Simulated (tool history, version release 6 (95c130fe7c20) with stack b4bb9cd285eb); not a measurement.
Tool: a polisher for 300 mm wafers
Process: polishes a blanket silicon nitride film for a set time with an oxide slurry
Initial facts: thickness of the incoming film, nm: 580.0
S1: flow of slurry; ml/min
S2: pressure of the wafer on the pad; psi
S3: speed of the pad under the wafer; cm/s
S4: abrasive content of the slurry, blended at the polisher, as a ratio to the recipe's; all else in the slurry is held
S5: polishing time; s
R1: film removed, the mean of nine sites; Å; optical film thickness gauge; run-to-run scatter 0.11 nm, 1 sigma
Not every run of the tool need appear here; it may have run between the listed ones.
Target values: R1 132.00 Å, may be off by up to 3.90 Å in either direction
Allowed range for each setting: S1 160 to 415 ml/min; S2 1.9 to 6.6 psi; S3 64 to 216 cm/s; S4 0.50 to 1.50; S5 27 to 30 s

Run 1, hour 0.0: S1 265 ml/min, S2 4.2 psi, S3 140 cm/s, S4 1.00, S5 30 s. Result: R1 322.37 Å.
Run 2, hour 6.1: S1 265 ml/min, S2 4.2 psi, S3 154 cm/s, S4 1.00, S5 30 s. Result: R1 347.08 Å.
Run 3, hour 8.5: S1 265 ml/min, S2 3.9 psi, S3 144 cm/s, S4 1.00, S5 30 s. Result: R1 310.61 Å.
Run 4, hour 13.0: S1 265 ml/min, S2 4.8 psi, S3 144 cm/s, S4 1.00, S5 30 s. Result: R1 377.82 Å.
Run 5, hour 15.6: S1 265 ml/min, S2 4.3 psi, S3 144 cm/s, S4 1.00, S5 30 s. Result: R1 342.08 Å.
Run 6, hour 24.2: S1 305 ml/min, S2 4.3 psi, S3 144 cm/s, S4 1.00, S5 30 s. Result: R1 343.45 Å.
Run 7, hour 29.8: S1 305 ml/min, S2 4.0 psi, S3 134 cm/s, S4 1.00, S5 30 s. Result: R1 306.85 Å.
Run 8, hour 32.8: S1 300 ml/min, S2 3.7 psi, S3 124 cm/s, S4 1.00, S5 30 s. Result: R1 262.84 Å.

Which one of the following 4 next-run settings gets every result inside its allowed miss? There is exactly one.
Run A, hour 35.8: S1 290 ml/min, S2 2.9 psi, S3 76 cm/s, S4 1.10, S5 27 s. Result: R1 ?.
Run B, hour 35.8: S1 365 ml/min, S2 2.4 psi, S3 112 cm/s, S4 0.75, S5 27 s. Result: R1 ?.
Run C, hour 35.8: S1 280 ml/min, S2 3.9 psi, S3 108 cm/s, S4 0.85, S5 27 s. Result: R1 ?.
Run D, hour 35.8: S1 245 ml/min, S2 2.0 psi, S3 126 cm/s, S4 1.15, S5 27 s. Result: R1 ?.

move      R1
   A  140.20
   B  131.74
   C  211.22
   D  138.54
A: closer than the last run, but not yet in spec
B: all results land within tolerance of their targets
C: closer than the last run, but not yet in spec
D: closer than the last run, but not yet in spec
So the answer is move B, the one that meets all the targets.
